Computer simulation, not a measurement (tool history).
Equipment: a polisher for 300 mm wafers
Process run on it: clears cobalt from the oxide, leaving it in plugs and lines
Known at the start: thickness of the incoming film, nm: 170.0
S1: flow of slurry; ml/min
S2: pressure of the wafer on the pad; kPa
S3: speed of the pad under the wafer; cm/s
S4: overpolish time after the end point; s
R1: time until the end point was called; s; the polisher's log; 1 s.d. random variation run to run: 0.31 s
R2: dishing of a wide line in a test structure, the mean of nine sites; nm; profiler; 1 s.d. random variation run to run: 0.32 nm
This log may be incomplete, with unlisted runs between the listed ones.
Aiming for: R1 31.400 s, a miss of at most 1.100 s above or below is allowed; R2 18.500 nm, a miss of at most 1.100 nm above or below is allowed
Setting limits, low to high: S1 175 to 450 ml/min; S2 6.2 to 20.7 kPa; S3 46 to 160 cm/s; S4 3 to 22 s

run,hour,S1,S2,S3,S4,R1,R2
1,0.0,290,13.1,102,11,35.258,25.769
2,8.5,345,13.1,102,11,33.585,25.770
3,14.6,360,13.1,102,9,33.746,22.836
4,16.8,360,13.1,82,9,38.598,21.862
5,23.0,370,13.8,82,8,36.250,20.003
6,27.3,370,13.8,56,8,44.463,17.850
7,33.3,370,17.9,58,4,33.518,13.177
8,36.9,370,17.9,60,5,33.242,15.586
9,44.9,375,17.9,60,5,33.480,15.423
10,45.6,380,17.9,60,5,33.460,15.349
11,48.3,380,17.9,60,6,33.234,18.209

Consider the 5 candidate settings below. Which is the only one whose results all fall within their allowed miss of target?
A,51.0,385,17.2,56,7,?,?
B,51.0,315,18.6,50,6,?,?
C,51.0,385,18.6,64,5,?,?
D,51.0,370,18.6,52,6,?,?
E,51.0,335,17.9,68,6,?,?

move,R1,R2
A,35.622,18.971
B,35.239,17.127
C,31.019,16.441
D,34.243,17.486
E,31.536,18.536
A: the biggest miss grows against the last run
B: the biggest miss grows against the last run
C: puts the biggest miss on target and leaves a different result outside tolerance
D: the biggest miss grows against the last run
E: meets every target
The move that meets every target is E.
